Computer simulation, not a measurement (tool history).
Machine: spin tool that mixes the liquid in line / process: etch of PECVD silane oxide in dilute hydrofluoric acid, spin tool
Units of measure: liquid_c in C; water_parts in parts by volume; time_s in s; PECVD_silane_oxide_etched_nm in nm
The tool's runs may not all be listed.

| run | hour | liquid_c | water_parts | time_s | PECVD_silane_oxide_etched_nm |
|---|---|---|---|---|---|
| 1 | 0 | 23 | 270 | 85 | 9.5387 |
| 2 | 2.3 | 23 | 225 | 85 | 12.122 |
| 3 | 7.2 | 21 | 225 | 85 | 11.184 |
| 4 | 14.7 | 22.5 | 210 | 85 | 12.811 |
| 5 | 16.5 | 22.5 | 210 | 65 | 9.9129 |
| 6 | 17 | 25.5 | 210 | 65 | 11.068 |
| 7 | 22.2 | 26 | 190 | 70 | 13.809 |
| 8 | 23.6 | 26.5 | 175 | 70 | 15.456 |
| 9 | 28.5 | 27 | 165 | 70 | 16.963 |
| 10 | 37.1 | 27.5 | 155 | 70 | 18.382 |

What does the tool deliver on the next run?
| 11 | 45.6 | 28 | 150 | 70 | ? |

PECVD_silane_oxide_etched_nm: 19.701 nm
